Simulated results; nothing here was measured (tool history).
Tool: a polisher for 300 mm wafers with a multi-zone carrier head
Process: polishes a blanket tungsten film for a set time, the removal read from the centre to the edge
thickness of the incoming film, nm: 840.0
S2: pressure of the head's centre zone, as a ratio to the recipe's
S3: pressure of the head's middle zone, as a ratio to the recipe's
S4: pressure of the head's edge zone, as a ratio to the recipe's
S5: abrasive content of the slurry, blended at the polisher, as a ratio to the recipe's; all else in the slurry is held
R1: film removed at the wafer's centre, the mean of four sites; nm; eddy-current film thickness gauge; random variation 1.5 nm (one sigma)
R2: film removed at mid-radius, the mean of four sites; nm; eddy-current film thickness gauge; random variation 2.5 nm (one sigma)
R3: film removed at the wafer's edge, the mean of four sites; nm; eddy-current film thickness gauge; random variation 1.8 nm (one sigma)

{"run": 1, "day": 0.0, "flow of slurry (ml/min)": 305, "S2": 1.0, "S3": 1.0, "S4": 1.0, "S5": 1.0, "polishing time (s)": 38, "R1": 123.64, "R2": 124.43, "R3": 125.19}
{"run": 2, "day": 0.3, "flow of slurry (ml/min)": 305, "S2": 0.95, "S3": 1.0, "S4": 1.0, "S5": 1.0, "polishing time (s)": 38, "R1": 119.36, "R2": 124.66, "R3": 127.15}
{"run": 3, "day": 0.446, "flow of slurry (ml/min)": 310, "S2": 0.96, "S3": 1.04, "S4": 1.02, "S5": 1.15, "polishing time (s)": 39, "R1": 129.23, "R2": 139.91, "R3": 136.4}
{"run": 4, "day": 0.762, "flow of slurry (ml/min)": 310, "S2": 0.96, "S3": 1.04, "S4": 1.02, "S5": 0.95, "polishing time (s)": 39, "R1": 119.91, "R2": 126.02, "R3": 128.89}
{"run": 5, "day": 1.017, "flow of slurry (ml/min)": 310, "S2": 0.96, "S3": 1.12, "S4": 1.02, "S5": 0.95, "polishing time (s)": 39, "R1": 119.8, "R2": 136.77, "R3": 126.54}
{"run": 6, "day": 1.054, "flow of slurry (ml/min)": 310, "S2": 0.96, "S3": 1.12, "S4": 1.05, "S5": 1.1, "polishing time (s)": 40, "R1": 132.02, "R2": 148.52, "R3": 138.34}
{"run": 7, "day": 1.25, "flow of slurry (ml/min)": 310, "S2": 0.95, "S3": 1.13, "S4": 1.07, "S5": 1.2, "polishing time (s)": 40, "R1": 133.68, "R2": 153.32, "R3": 147.98}
{"run": 8, "day": 1.292, "flow of slurry (ml/min)": 315, "S2": 0.96, "S3": 1.15, "S4": 1.07, "S5": 1.3, "polishing time (s)": 40, "R1": 139.2, "R2": 165.27, "R3": 148.18}

The next listed run, before its measurement:
{"run": 9, "day": 1.412, "flow of slurry (ml/min)": 315, "S2": 0.97, "S3": 1.16, "S4": 1.1, "S5": 1.35, "polishing time (s)": 40, "R1": "?", "R2": "?", "R3": "?"}

Run 9 gave R1 142.27 nm, R2 168.89 nm, R3 149.50 nm.
